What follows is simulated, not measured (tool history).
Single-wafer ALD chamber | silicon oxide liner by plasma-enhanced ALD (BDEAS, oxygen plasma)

run    day  heater temperature setpoint (K)  number of ALD cycles (cycles)  mean film thickness on the monitor wafer (Å)
  1      0                           593.15                             79                                        72.999
  2  0.192                           593.15                             87                                        80.442
  3  0.358                           594.15                             84                                        77.192
  4  0.571                           595.15                             81                                        74.475
  5  0.808                           596.15                             79                                        72.686
  6    1.1                           596.15                             77                                        70.818
  7  1.429                           597.15                             75                                        68.995
  8  1.675                           598.15                             74                                         67.67

The next listed run, before its measurement:
  9  1.808                           599.15                             73                                             ?

mean film thickness on the monitor wafer (Å): 66.798
